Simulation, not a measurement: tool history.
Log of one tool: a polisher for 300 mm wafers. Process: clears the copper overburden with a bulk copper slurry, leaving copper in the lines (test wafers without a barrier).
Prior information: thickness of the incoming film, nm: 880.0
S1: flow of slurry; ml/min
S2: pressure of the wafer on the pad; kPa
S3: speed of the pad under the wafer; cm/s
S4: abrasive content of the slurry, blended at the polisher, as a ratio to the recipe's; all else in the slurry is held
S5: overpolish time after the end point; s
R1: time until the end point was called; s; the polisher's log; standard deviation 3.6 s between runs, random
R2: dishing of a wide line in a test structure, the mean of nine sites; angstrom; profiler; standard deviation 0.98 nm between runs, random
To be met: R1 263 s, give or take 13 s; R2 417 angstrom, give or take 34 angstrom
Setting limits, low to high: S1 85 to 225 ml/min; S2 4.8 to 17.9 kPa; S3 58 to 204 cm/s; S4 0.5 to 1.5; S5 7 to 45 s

{"run": 1, "hour": 0.0, "S1": 145, "S2": 11, "S3": 130, "S4": 1, "S5": 23, "R1": 131.87, "R2": 605.73}
{"run": 2, "hour": 0.6, "S1": 145, "S2": 11, "S3": 130, "S4": 1, "S5": 18, "R1": 135.18, "R2": 536.91}
{"run": 3, "hour": 3.4, "S1": 145, "S2": 11, "S3": 130, "S4": 0.9, "S5": 18, "R1": 134.05, "R2": 553.22}
{"run": 4, "hour": 5.4, "S1": 145, "S2": 10.3, "S3": 128, "S4": 0.9, "S5": 19, "R1": 146.33, "R2": 523.18}
{"run": 5, "hour": 12.4, "S1": 145, "S2": 9, "S3": 128, "S4": 0.9, "S5": 19, "R1": 170.56, "R2": 473.91}
{"run": 6, "hour": 19.6, "S1": 145, "S2": 9, "S3": 128, "S4": 1, "S5": 19, "R1": 163.04, "R2": 448.64}
{"run": 7, "hour": 25.3, "S1": 145, "S2": 8.3, "S3": 126, "S4": 0.95, "S5": 20, "R1": 184.51, "R2": 454.65}
{"run": 8, "hour": 29.8, "S1": 145, "S2": 7.6, "S3": 126, "S4": 0.95, "S5": 21, "R1": 205.9, "R2": 450.31}
{"run": 9, "hour": 34.0, "S1": 140, "S2": 6.2, "S3": 126, "S4": 0.95, "S5": 22, "R1": 243.03, "R2": 398.61}
{"run": 10, "hour": 37.1, "S1": 135, "S2": 6.2, "S3": 126, "S4": 0.95, "S5": 24, "R1": 249.65, "R2": 391}
{"run": 11, "hour": 43.0, "S1": 135, "S2": 6.2, "S3": 126, "S4": 0.95, "S5": 25, "R1": 242.66, "R2": 441.94}
{"run": 12, "hour": 50.9, "S1": 130, "S2": 6.2, "S3": 126, "S4": 0.95, "S5": 25, "R1": 246.07, "R2": 408.53}
{"run": 13, "hour": 55.4, "S1": 130, "S2": 6.2, "S3": 126, "S4": 0.95, "S5": 27, "R1": 245.41, "R2": 429.19}
{"run": 14, "hour": 60.1, "S1": 125, "S2": 6.2, "S3": 126, "S4": 0.95, "S5": 28, "R1": 246.13, "R2": 442.26}

Of the 4 settings listed for the next run, only one would bring every result within its allowed miss of target. Which one?
{"run": "A", "hour": 64.8, "S1": 120, "S2": 6.2, "S3": 136, "S4": 1.05, "S5": 17, "R1": "?", "R2": "?"}
{"run": "B", "hour": 64.8, "S1": 140, "S2": 5.5, "S3": 152, "S4": 0.95, "S5": 25, "R1": "?", "R2": "?"}
{"run": "C", "hour": 64.8, "S1": 110, "S2": 6.9, "S3": 126, "S4": 0.95, "S5": 18, "R1": "?", "R2": "?"}
{"run": "D", "hour": 64.8, "S1": 110, "S2": 8.3, "S3": 96, "S4": 0.85, "S5": 25, "R1": "?", "R2": "?"}

move=A R1=225.51 R2=356.06
move=B R1=223.52 R2=442.35
move=C R1=229.71 R2=370.73
move=D R1=257.06 R2=437.9
A: its largest miss is bigger than the last run's
B: its largest miss is bigger than the last run's
C: its largest miss is bigger than the last run's
D: all results land within tolerance of their targets
Move D is the one to make.
